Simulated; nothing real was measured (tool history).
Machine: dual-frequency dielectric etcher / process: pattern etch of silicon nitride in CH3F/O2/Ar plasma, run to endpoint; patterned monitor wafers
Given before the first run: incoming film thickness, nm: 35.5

run,hour,source power (kW),bias power (kW),endpoint time (s)
1,0.0,0.480,0.052,53.217
2,3.6,0.480,0.060,51.527
3,8.7,0.480,0.057,52.454
4,13.9,0.470,0.057,52.772
5,15.7,0.470,0.050,54.732
6,17.2,0.460,0.050,54.335
7,21.3,0.450,0.050,55.069
8,25.7,0.440,0.050,55.149
9,33.5,0.440,0.050,55.908

For run 10, what comes out?
10,38.3,0.430,0.050,?

{"run 10": {"endpoint time (s)": 55.239}}
